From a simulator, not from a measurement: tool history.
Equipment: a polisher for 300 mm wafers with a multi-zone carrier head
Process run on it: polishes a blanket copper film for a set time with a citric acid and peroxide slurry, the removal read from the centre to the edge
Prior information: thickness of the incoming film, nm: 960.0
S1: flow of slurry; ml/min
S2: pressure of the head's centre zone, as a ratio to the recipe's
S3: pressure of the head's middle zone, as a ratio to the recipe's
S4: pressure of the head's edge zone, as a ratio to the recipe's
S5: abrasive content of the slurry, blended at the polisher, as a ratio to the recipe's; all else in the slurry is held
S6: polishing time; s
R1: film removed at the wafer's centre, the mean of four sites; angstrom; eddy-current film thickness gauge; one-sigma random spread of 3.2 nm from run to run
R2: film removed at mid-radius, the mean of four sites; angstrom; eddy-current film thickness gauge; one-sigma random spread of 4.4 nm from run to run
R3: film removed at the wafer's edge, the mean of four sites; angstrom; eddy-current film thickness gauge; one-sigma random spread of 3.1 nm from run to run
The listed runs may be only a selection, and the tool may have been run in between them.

| run | hour | S1 | S2 | S3 | S4 | S5 | S6 | R1 | R2 | R3 |
|---|---|---|---|---|---|---|---|---|---|---|
| 1 | 0 | 310 | 1 | 1 | 1 | 1 | 88 | 2418.9 | 2408 | 2422.5 |
| 2 | 2.4 | 310 | 1.01 | 1 | 1.02 | 1.1 | 91 | 2587.9 | 2617.6 | 2591.8 |
| 3 | 7.1 | 310 | 1.01 | 1 | 1.08 | 1.1 | 91 | 2594.6 | 2589.8 | 2681.7 |
| 4 | 10.4 | 310 | 1.01 | 1 | 1.15 | 1.1 | 91 | 2582.7 | 2535.7 | 2758.4 |
| 5 | 14.1 | 310 | 1.02 | 1 | 1.15 | 1.15 | 93 | 2736.2 | 2703.6 | 2886.9 |
| 6 | 19.2 | 310 | 1.03 | 1 | 1.16 | 1.2 | 94 | 2803.8 | 2704.4 | 2929.3 |
| 7 | 28.2 | 315 | 1.04 | 1.01 | 1.16 | 1.25 | 96 | 2929.8 | 2787.6 | 2938.1 |
| 8 | 36.1 | 315 | 1.04 | 1.01 | 1.16 | 1.25 | 99 | 2991.2 | 2860.4 | 3001.9 |
| 9 | 41.7 | 315 | 1.04 | 1.01 | 1.16 | 1.25 | 102 | 3062.2 | 2969 | 3181.3 |
| 10 | 46.4 | 315 | 1.05 | 1.01 | 1.16 | 1.3 | 103 | 3154.6 | 2913.7 | 3203.2 |
| 11 | 54.2 | 320 | 1.05 | 1.02 | 1.16 | 1.3 | 104 | 3208.3 | 3076.3 | 3282.7 |
| 12 | 56.4 | 325 | 1.05 | 1.02 | 1.17 | 1.3 | 104 | 3203.1 | 3100.2 | 3308 |
| 13 | 58.4 | 335 | 1.06 | 1.02 | 1.17 | 1.3 | 104 | 3289.9 | 3079.4 | 3242.7 |
| 14 | 63.7 | 335 | 1.06 | 1.02 | 1.17 | 1.3 | 105 | 3251.1 | 3116.5 | 3274.5 |

For run 15, what comes out?
| 15 | 71.1 | 335 | 1.06 | 1.02 | 1.17 | 1.3 | 106 | ? | ? | ? |

{"run 15": {"R1": 3299, "R2": 3152.3, "R3": 3324.5}}
